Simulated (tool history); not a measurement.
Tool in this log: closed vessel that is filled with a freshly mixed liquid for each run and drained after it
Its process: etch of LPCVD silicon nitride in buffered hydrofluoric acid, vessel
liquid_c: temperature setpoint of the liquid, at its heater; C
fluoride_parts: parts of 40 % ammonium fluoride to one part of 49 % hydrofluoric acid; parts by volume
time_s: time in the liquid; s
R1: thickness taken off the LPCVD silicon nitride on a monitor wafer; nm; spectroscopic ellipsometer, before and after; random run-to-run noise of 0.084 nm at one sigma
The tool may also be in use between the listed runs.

run 1 hour=0 | liquid_c=22 fluoride_parts=10 time_s=1455 | R1=18.735
run 2 hour=3.9 | liquid_c=22 fluoride_parts=10 time_s=1565 | R1=20.149
run 3 hour=7.3 | liquid_c=20.5 fluoride_parts=10 time_s=1565 | R1=18.593
run 4 hour=15.1 | liquid_c=23.5 fluoride_parts=10 time_s=1565 | R1=21.989
run 5 hour=21.9 | liquid_c=20 fluoride_parts=10 time_s=1565 | R1=18.122
run 6 hour=27.7 | liquid_c=19.5 fluoride_parts=10 time_s=1565 | R1=17.452
run 7 hour=29.9 | liquid_c=19.5 fluoride_parts=10 time_s=1565 | R1=17.418
run 8 hour=38.6 | liquid_c=19 fluoride_parts=10 time_s=1565 | R1=17.151
run 9 hour=44.1 | liquid_c=18.5 fluoride_parts=10 time_s=1565 | R1=16.569

Expected results for the next run?
run 10 hour=48.3 | liquid_c=18 fluoride_parts=10 time_s=1565 | R1=?

{"run 10": {"R1": 16.145}}

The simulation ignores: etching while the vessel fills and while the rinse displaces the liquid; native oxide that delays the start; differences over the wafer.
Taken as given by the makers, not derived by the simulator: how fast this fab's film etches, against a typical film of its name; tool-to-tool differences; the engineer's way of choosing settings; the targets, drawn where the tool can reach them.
